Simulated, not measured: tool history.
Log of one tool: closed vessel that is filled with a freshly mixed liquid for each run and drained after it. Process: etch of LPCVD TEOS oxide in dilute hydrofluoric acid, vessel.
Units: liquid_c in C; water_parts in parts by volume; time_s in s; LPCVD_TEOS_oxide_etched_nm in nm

Run 1, hour 0.0: liquid_c 21.0 C, water_parts 220 parts by volume, time_s 40 s. Result: LPCVD_TEOS_oxide_etched_nm 3.1604 nm.
Run 2, hour 8.2: liquid_c 18.0 C, water_parts 220 parts by volume, time_s 40 s. Result: LPCVD_TEOS_oxide_etched_nm 2.8149 nm.
Run 3, hour 16.2: liquid_c 18.0 C, water_parts 220 parts by volume, time_s 30 s. Result: LPCVD_TEOS_oxide_etched_nm 2.1144 nm.
Run 4, hour 21.4: liquid_c 18.0 C, water_parts 160 parts by volume, time_s 30 s. Result: LPCVD_TEOS_oxide_etched_nm 3.0217 nm.
Run 5, hour 29.8: liquid_c 17.5 C, water_parts 185 parts by volume, time_s 30 s. Result: LPCVD_TEOS_oxide_etched_nm 2.5208 nm.
Run 6, hour 36.8: liquid_c 17.5 C, water_parts 185 parts by volume, time_s 40 s. Result: LPCVD_TEOS_oxide_etched_nm 3.3485 nm.
Run 7, hour 44.3: liquid_c 17.5 C, water_parts 215 parts by volume, time_s 40 s. Result: LPCVD_TEOS_oxide_etched_nm 2.7939 nm.
Run 8, hour 49.7: liquid_c 17.5 C, water_parts 235 parts by volume, time_s 40 s. Result: LPCVD_TEOS_oxide_etched_nm 2.5235 nm.

Forecast run 9:
Run 9, hour 52.3: liquid_c 17.5 C, water_parts 250 parts by volume, time_s 40 s. Result: LPCVD_TEOS_oxide_etched_nm ?.

LPCVD_TEOS_oxide_etched_nm: 2.3588 nm

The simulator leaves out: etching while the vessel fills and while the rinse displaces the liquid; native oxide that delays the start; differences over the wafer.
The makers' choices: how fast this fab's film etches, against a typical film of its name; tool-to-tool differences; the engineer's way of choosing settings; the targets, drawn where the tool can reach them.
